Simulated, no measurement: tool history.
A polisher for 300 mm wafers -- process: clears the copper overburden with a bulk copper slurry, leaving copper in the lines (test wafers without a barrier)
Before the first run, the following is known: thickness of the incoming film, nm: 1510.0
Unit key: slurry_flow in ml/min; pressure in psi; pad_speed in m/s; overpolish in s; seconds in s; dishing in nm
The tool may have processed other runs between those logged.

run,hour,slurry_flow,pressure,pad_speed,slurry_solids,overpolish,seconds,dishing
1,0,205,3,1.3,1,21,120.28,105.2
2,4.1,180,3,1.3,1,21,125.83,106.9
3,8.2,180,2.4,1.3,1,21,154.76,95.816
4,16.2,215,2.4,1.3,1,21,142.9,97.241
# hour 21.8: slurry nozzle cleaned
5,21.8,215,2.4,1.3,1,17,144.83,89.999
6,25.4,215,2.4,1.08,1,17,170.7,77.519

Estimate the outcome of run 7 from the log above:
7,33.8,215,2.4,1.08,1,17,?,?

{"run 7": {"seconds": 169.45, "dishing": 80.482}}
